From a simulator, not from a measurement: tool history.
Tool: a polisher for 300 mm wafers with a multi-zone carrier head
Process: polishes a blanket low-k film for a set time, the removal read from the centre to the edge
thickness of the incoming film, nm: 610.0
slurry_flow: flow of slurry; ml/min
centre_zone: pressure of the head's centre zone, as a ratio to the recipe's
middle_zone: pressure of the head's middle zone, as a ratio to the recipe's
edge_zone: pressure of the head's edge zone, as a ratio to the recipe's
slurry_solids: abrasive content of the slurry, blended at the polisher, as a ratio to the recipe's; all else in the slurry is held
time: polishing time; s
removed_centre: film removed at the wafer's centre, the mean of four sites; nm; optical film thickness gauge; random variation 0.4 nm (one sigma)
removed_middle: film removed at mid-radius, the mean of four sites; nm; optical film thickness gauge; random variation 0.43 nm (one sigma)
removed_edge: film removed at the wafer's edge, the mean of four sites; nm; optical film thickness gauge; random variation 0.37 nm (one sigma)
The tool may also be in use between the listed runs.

run    day  slurry_flow  centre_zone  middle_zone  edge_zone  slurry_solids  time  removed_centre  removed_middle  removed_edge
  1      0          155            1            1          1              1    55          25.958          25.936         24.78
  2  0.279          160         0.97            1       1.04            1.1    55           25.51          27.724         26.88
  3  0.312          170         0.97            1       1.07           1.15    55          26.802          28.975        27.468
  4  0.575          165         0.95         0.98       1.09           1.25    55          26.938          28.589        28.784
  5   0.95          170         0.93         0.98       1.11            1.3    55          27.647           29.61        29.442
  6  1.038          170         0.93         0.98       1.15            1.3    55          26.984          29.253        30.071
  7  1.408          170         0.91         0.98       1.16           1.35    55          27.318          29.559        30.619

Run 8 comes next. What will it give?
  8  1.742          170         0.89         0.99       1.17            1.4    55               ?               ?             ?

{"run 8": {"removed_centre": 26.846, "removed_middle": 30.083, "removed_edge": 31.284}}
